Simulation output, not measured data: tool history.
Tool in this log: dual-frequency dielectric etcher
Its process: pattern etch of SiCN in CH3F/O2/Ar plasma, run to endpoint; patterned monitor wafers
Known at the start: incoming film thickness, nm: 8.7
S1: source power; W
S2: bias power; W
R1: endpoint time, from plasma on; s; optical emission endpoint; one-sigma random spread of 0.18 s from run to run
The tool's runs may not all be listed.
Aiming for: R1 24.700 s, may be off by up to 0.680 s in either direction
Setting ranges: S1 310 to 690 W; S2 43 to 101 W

run 1 hour=0.0 | S1=500 S2=72 | R1=20.940
run 2 hour=3.3 | S1=530 S2=72 | R1=20.357
run 3 hour=11.1 | S1=500 S2=70 | R1=21.335
run 4 hour=17.2 | S1=560 S2=70 | R1=20.222
run 5 hour=24.1 | S1=620 S2=70 | R1=19.253
run 6 hour=29.3 | S1=560 S2=70 | R1=20.154
run 7 hour=34.3 | S1=520 S2=68 | R1=20.940
run 8 hour=43.2 | S1=490 S2=66 | R1=21.797
run 9 hour=50.6 | S1=470 S2=65 | R1=22.248
run 10 hour=58.6 | S1=450 S2=64 | R1=22.573
run 11 hour=60.7 | S1=430 S2=63 | R1=22.918

Below are 4 possible settings for the next run. Only one of them brings all results inside the allowed miss of their targets. Which is it?
run A hour=62.8 | S1=470 S2=78 | R1=?
run B hour=62.8 | S1=470 S2=68 | R1=?
run C hour=62.8 | S1=480 S2=63 | R1=?
run D hour=62.8 | S1=360 S2=66 | R1=?

move=A R1=20.906
move=B R1=21.784
move=C R1=22.069
move=D R1=24.686
A: its largest miss is bigger than the last run's
B: its largest miss is bigger than the last run's
C: its largest miss is bigger than the last run's
D: every result lands within tolerance
So the answer is move D, the one that meets all the targets.

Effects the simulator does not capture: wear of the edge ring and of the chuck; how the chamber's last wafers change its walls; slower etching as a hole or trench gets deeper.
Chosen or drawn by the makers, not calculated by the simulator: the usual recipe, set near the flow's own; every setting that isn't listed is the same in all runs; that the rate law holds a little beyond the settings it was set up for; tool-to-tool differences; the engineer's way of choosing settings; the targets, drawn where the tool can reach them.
